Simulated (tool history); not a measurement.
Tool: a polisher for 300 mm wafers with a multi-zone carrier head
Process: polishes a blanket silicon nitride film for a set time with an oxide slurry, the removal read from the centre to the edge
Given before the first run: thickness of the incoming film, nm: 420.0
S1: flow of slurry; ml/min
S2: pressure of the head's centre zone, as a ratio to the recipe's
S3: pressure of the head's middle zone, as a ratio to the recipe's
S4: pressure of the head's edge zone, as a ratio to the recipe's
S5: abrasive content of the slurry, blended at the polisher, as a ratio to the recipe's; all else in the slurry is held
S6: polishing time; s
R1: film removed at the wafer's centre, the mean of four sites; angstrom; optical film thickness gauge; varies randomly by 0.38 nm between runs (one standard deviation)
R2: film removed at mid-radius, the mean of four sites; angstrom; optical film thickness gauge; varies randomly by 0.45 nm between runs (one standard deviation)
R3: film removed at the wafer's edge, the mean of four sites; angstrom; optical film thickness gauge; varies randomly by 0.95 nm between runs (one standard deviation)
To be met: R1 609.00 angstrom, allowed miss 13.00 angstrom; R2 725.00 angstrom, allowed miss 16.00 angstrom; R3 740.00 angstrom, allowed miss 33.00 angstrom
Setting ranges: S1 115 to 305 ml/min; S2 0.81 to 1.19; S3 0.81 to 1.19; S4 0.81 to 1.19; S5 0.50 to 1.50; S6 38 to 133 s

run,hour,S1,S2,S3,S4,S5,S6,R1,R2,R3
1,0.0,195,1.00,1.00,1.00,1.00,85,763.26,779.94,784.90
2,5.8,175,0.95,0.99,0.99,1.00,85,715.05,748.92,763.25
3,12.3,175,0.95,0.99,0.99,1.10,85,751.34,793.03,819.45
4,17.8,175,0.95,0.99,0.99,1.10,76,680.56,710.92,725.41
5,18.8,175,0.95,0.99,0.99,1.25,76,722.57,753.95,770.32
6,23.4,160,0.91,0.99,0.98,1.25,76,680.58,741.86,775.19
7,28.7,150,0.89,1.00,0.96,1.25,76,652.42,731.70,750.03
8,35.1,140,0.88,1.01,0.96,1.25,76,636.31,733.55,718.70

Pick the move, out of 5, that brings all results within their allowed miss; only one does.
A,41.5,135,0.97,1.01,0.91,1.30,70,?,?,?
B,41.5,140,0.88,1.04,1.03,0.95,85,?,?,?
C,41.5,195,0.87,0.91,0.94,1.30,71,?,?,?
D,41.5,130,1.00,1.04,0.95,1.15,73,?,?,?
E,41.5,175,0.85,0.94,1.00,1.05,79,?,?,?

move,R1,R2,R3
A,646.31,684.58,678.14
B,608.04,727.49,743.15
C,638.73,685.88,737.88
D,647.89,682.86,675.05
E,610.20,690.65,748.20
A: lands further from the targets than the last run did
B: every result within its allowed miss
C: lands further from the targets than the last run did
D: lands further from the targets than the last run did
E: the worst result of the last run now meets its target, but another is out of spec
The move that meets every target is B.
